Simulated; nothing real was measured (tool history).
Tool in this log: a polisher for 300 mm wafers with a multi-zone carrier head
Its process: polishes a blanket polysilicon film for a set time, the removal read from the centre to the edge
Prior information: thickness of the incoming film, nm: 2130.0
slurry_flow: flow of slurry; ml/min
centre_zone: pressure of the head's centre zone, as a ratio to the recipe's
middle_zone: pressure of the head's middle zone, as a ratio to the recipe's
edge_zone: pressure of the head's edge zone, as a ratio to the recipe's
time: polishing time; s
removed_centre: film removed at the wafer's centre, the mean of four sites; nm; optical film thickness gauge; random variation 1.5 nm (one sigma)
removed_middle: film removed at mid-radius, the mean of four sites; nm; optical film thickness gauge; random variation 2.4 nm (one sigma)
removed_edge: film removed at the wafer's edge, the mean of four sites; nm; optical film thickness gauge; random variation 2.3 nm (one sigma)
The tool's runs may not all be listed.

run 1 hour=0.0 | slurry_flow=270 centre_zone=1.00 middle_zone=1.00 edge_zone=1.00 time=68 | removed_centre=322.79 removed_middle=327.27 removed_edge=331.16
run 2 hour=7.6 | slurry_flow=330 centre_zone=1.00 middle_zone=1.00 edge_zone=1.00 time=68 | removed_centre=328.47 removed_middle=323.64 removed_edge=328.12
run 3 hour=10.4 | slurry_flow=330 centre_zone=1.06 middle_zone=1.00 edge_zone=1.00 time=68 | removed_centre=348.21 removed_middle=320.48 removed_edge=336.99
run 4 hour=16.6 | slurry_flow=330 centre_zone=1.06 middle_zone=1.00 edge_zone=0.97 time=68 | removed_centre=350.18 removed_middle=326.77 removed_edge=329.58
run 5 hour=25.3 | slurry_flow=335 centre_zone=1.05 middle_zone=0.96 edge_zone=0.98 time=59 | removed_centre=297.51 removed_middle=268.04 removed_edge=287.42
run 6 hour=31.5 | slurry_flow=335 centre_zone=0.98 middle_zone=0.96 edge_zone=0.98 time=59 | removed_centre=281.73 removed_middle=274.08 removed_edge=286.66
run 7 hour=38.9 | slurry_flow=345 centre_zone=0.99 middle_zone=0.93 edge_zone=0.97 time=53 | removed_centre=253.89 removed_middle=238.12 removed_edge=255.31
run 8 hour=42.0 | slurry_flow=350 centre_zone=1.00 middle_zone=0.90 edge_zone=0.96 time=49 | removed_centre=242.57 removed_middle=216.84 removed_edge=236.17

Run 9, settings as shown, results not yet in. Your forecast:
run 9 hour=51.0 | slurry_flow=355 centre_zone=1.00 middle_zone=0.88 edge_zone=0.97 time=46 | removed_centre=? removed_middle=? removed_edge=?

removed_centre: 226.08 nm
removed_middle: 195.40 nm
removed_edge: 220.79 nm
